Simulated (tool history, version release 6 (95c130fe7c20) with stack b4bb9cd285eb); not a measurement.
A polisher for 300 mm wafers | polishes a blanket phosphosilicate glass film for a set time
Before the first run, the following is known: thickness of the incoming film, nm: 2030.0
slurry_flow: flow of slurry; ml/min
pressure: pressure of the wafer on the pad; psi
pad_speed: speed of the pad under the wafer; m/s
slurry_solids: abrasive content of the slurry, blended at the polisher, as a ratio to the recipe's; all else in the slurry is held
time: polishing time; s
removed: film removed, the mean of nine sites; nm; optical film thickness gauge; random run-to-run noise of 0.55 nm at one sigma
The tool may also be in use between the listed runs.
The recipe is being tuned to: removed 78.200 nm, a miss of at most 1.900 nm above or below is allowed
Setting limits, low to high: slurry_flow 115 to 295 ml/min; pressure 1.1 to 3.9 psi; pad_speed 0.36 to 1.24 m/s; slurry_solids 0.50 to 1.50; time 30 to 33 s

run	hour	slurry_flow	pressure	pad_speed	slurry_solids	time	removed
1	0.0	190	2.5	0.80	1.00	33	171.820
2	2.3	190	2.5	0.64	1.00	33	144.550
3	5.8	190	2.5	0.64	0.80	33	122.830
4	10.2	190	2.5	0.64	0.60	33	91.067
5	12.5	190	2.5	0.64	0.60	30	82.828
6	18.5	190	2.2	0.64	0.60	30	72.589
7	21.3	200	2.2	0.64	0.60	30	73.946
# hour 29.9: worn pad replaced by a new one
8	29.9	210	2.2	0.64	0.60	30	81.126

Below are 4 possible settings for the next run. Only one of them brings all results inside the allowed miss of their targets. Which is it?
A	38.5	240	2.6	0.50	0.60	30	?
B	38.5	245	2.2	0.82	0.50	32	?
C	38.5	195	1.7	0.70	0.60	33	?
D	38.5	195	2.3	0.66	0.55	33	?

move	removed
A	79.982
B	82.641
C	74.395
D	84.421
A: every result within its allowed miss
B: moves away from the targets compared with the last run
C: takes the result that was furthest off past its target
D: moves away from the targets compared with the last run
Correct choice: A, which meets every target

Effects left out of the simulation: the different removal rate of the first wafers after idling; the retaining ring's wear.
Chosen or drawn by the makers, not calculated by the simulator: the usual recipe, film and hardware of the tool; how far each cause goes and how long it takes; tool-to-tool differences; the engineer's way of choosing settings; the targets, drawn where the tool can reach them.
